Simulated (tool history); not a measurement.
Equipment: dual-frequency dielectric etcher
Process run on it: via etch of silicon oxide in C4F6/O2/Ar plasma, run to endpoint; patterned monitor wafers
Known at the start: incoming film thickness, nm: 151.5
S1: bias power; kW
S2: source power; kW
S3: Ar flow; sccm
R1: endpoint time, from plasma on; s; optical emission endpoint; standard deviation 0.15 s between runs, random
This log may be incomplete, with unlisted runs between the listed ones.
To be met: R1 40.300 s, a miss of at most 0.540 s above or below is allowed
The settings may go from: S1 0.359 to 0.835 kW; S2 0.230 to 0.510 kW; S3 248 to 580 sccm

run 1 day=0.000 | S1=0.597 S2=0.370 S3=414 | R1=33.135
run 2 day=0.342 | S1=0.597 S2=0.370 S3=342 | R1=32.752
run 3 day=0.675 | S1=0.559 S2=0.360 S3=344 | R1=33.831
run 4 day=0.883 | S1=0.559 S2=0.360 S3=278 | R1=33.123
run 5 day=1.258 | S1=0.559 S2=0.400 S3=278 | R1=31.686
run 6 day=1.504 | S1=0.559 S2=0.400 S3=248 | R1=31.486
run 7 day=1.654 | S1=0.527 S2=0.380 S3=252 | R1=32.755
run 8 day=1.996 | S1=0.408 S2=0.310 S3=283 | R1=38.374
run 9 day=2.321 | S1=0.400 S2=0.310 S3=284 | R1=38.438
run 10 day=2.408 | S1=0.393 S2=0.310 S3=285 | R1=38.279

Next run, 5 choices. One meets every target within its allowed miss, the rest don't. Which?
run A day=2.496 | S1=0.418 S2=0.270 S3=248 | R1=?
run B day=2.496 | S1=0.452 S2=0.340 S3=352 | R1=?
run C day=2.496 | S1=0.385 S2=0.300 S3=262 | R1=?
run D day=2.496 | S1=0.359 S2=0.280 S3=302 | R1=?
run E day=2.496 | S1=0.364 S2=0.270 S3=311 | R1=?

move=A R1=40.191
move=B R1=36.414
move=C R1=39.043
move=D R1=41.297
move=E R1=41.994
A: all results in spec
B: lands further from the targets than the last run did
C: nearer than the last run, and not there yet
D: carries the result that was furthest off beyond its target, to the other side
E: carries the result that was furthest off beyond its target, to the other side
Answer: A
